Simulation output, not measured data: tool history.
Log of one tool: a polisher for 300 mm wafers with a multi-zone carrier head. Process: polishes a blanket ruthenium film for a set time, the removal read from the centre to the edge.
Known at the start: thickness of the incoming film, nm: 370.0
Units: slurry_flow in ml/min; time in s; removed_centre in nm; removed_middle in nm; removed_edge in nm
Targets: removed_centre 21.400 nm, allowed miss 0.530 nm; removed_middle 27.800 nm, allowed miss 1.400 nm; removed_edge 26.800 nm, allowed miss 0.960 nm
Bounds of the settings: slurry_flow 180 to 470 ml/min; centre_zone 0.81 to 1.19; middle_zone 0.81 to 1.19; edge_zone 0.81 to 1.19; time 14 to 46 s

{"run": 1, "hour": 0.0, "slurry_flow": 300, "centre_zone": 1.0, "middle_zone": 1.0, "edge_zone": 1.0, "time": 30, "removed_centre": 38.179, "removed_middle": 38.325, "removed_edge": 38.565}
{"run": 2, "hour": 6.3, "slurry_flow": 300, "centre_zone": 0.92, "middle_zone": 1.0, "edge_zone": 1.0, "time": 30, "removed_centre": 34.876, "removed_middle": 37.711, "removed_edge": 39.293}
{"run": 3, "hour": 14.7, "slurry_flow": 300, "centre_zone": 0.92, "middle_zone": 1.0, "edge_zone": 1.0, "time": 25, "removed_centre": 29.232, "removed_middle": 32.146, "removed_edge": 32.14}
{"run": 4, "hour": 15.7, "slurry_flow": 285, "centre_zone": 0.88, "middle_zone": 1.02, "edge_zone": 1.0, "time": 23, "removed_centre": 25.473, "removed_middle": 30.913, "removed_edge": 29.218}
{"run": 5, "hour": 16.4, "slurry_flow": 265, "centre_zone": 0.86, "middle_zone": 1.01, "edge_zone": 1.0, "time": 22, "removed_centre": 23.793, "removed_middle": 28.27, "removed_edge": 27.695}
{"run": 6, "hour": 23.3, "slurry_flow": 265, "centre_zone": 0.86, "middle_zone": 1.01, "edge_zone": 0.96, "time": 22, "removed_centre": 23.411, "removed_middle": 28.144, "removed_edge": 27.348}
{"run": 7, "hour": 30.0, "slurry_flow": 265, "centre_zone": 0.86, "middle_zone": 1.01, "edge_zone": 0.96, "time": 22, "removed_centre": 23.859, "removed_middle": 28.543, "removed_edge": 27.223}
{"run": 8, "hour": 37.8, "slurry_flow": 250, "centre_zone": 0.84, "middle_zone": 1.02, "edge_zone": 0.98, "time": 22, "removed_centre": 23.337, "removed_middle": 28.191, "removed_edge": 27.197}

Which of these 5 next moves meets every target?
{"run": "A", "hour": 45.6, "slurry_flow": 225, "centre_zone": 0.97, "middle_zone": 1.19, "edge_zone": 1.0, "time": 21, "removed_centre": "?", "removed_middle": "?", "removed_edge": "?"}
{"run": "B", "hour": 45.6, "slurry_flow": 180, "centre_zone": 0.99, "middle_zone": 0.94, "edge_zone": 1.01, "time": 23, "removed_centre": "?", "removed_middle": "?", "removed_edge": "?"}
{"run": "C", "hour": 45.6, "slurry_flow": 185, "centre_zone": 0.93, "middle_zone": 1.03, "edge_zone": 0.99, "time": 23, "removed_centre": "?", "removed_middle": "?", "removed_edge": "?"}
{"run": "D", "hour": 45.6, "slurry_flow": 270, "centre_zone": 1.02, "middle_zone": 1.04, "edge_zone": 0.97, "time": 21, "removed_centre": "?", "removed_middle": "?", "removed_edge": "?"}
{"run": "E", "hour": 45.6, "slurry_flow": 245, "centre_zone": 0.82, "middle_zone": 1.06, "edge_zone": 1.03, "time": 21, "removed_centre": "?", "removed_middle": "?", "removed_edge": "?"}

move=A removed_centre=24.807 removed_middle=29.583 removed_edge=25.746
move=B removed_centre=26.977 removed_middle=27.019 removed_edge=27.927
move=C removed_centre=25.497 removed_middle=28.786 removed_edge=27.693
move=D removed_centre=26.503 removed_middle=27.425 removed_edge=25.735
move=E removed_centre=21.287 removed_middle=27.564 removed_edge=26.313
A: further off than the last run
B: further off than the last run
C: further off than the last run
D: further off than the last run
E: meets every target
Move E is the one to make.
